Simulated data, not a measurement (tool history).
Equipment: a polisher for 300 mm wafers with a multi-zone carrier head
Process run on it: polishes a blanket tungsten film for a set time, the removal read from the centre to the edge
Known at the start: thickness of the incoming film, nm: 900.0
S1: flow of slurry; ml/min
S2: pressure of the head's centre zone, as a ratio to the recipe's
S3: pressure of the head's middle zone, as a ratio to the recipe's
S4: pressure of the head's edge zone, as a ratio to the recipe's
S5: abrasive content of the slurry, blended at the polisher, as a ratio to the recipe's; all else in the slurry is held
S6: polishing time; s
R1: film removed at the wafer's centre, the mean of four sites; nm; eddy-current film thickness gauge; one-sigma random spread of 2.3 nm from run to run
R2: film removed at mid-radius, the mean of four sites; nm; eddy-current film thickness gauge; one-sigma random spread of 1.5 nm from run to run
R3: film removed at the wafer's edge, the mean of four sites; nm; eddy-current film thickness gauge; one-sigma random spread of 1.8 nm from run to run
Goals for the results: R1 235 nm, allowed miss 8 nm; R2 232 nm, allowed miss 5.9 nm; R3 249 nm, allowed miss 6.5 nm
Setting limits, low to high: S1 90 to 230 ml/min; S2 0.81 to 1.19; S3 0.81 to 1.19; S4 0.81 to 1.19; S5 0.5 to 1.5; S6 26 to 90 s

run	hour	S1	S2	S3	S4	S5	S6	R1	R2	R3
1	0	150	1	1	1	1	58	389.82	357.16	355.22
2	1.2	170	1	1	1	1	58	406.25	361.76	362.83
3	6	185	1	1	1	1	58	407.51	369.35	363.32
4	14	185	1	1	1	1	71	503.98	453.26	445.55
5	18.4	170	0.96	0.97	0.97	0.9	66	427.59	393.21	384.09
6	25	200	0.96	0.97	0.97	0.9	66	435.8	402.39	399.66
7	25.6	185	0.92	0.94	0.96	0.8	62	376.72	349.53	350.88
# hour 30.5: centre zone pressure recalibrated
8	30.5	170	0.89	0.93	0.97	0.75	59	296.84	312.57	324.62
9	32.7	160	0.89	0.9	0.94	0.7	58	281.26	288.72	298.83
10	39.8	150	0.9	0.88	0.93	0.65	58	273.1	270.65	292.12
11	48.7	140	0.9	0.87	0.9	0.65	58	264.17	266.59	285.54
12	55.2	135	0.9	0.86	0.88	0.6	58	252.65	251.48	269.11
13	57.4	125	0.9	0.86	0.87	0.6	58	243.78	248.29	262
14	60	120	0.91	0.85	0.86	0.6	58	248.77	240.77	258.84
15	62.4	115	0.91	0.85	0.86	0.6	58	246	237.48	258.71
16	65.1	95	0.9	0.86	0.82	0.55	58	214.96	216.55	234.59

Of the 5 settings listed for the next run, only one would bring every result within its allowed miss of target. Which one?
A	67.8	125	0.85	0.9	0.82	0.55	55	?	?	?
B	67.8	90	0.94	0.81	0.85	0.7	58	?	?	?
C	67.8	95	0.96	0.83	0.81	0.55	55	?	?	?
D	67.8	105	0.86	0.94	0.81	0.5	58	?	?	?
E	67.8	115	0.89	0.84	0.82	0.75	52	?	?	?

move	R1	R2	R3
A	214.03	232.48	233.15
B	247.14	225.96	260.18
C	219.52	199.75	219.15
D	204.79	229.52	224.19
E	237.08	233.04	249.37
A: puts the biggest miss on target and leaves a different result outside tolerance
B: nearer the targets than the last run, but a result is still out of spec
C: moves away from the targets compared with the last run
D: puts the biggest miss on target and leaves a different result outside tolerance
E: hits every target within its allowed miss
Go with E: it meets all targets.
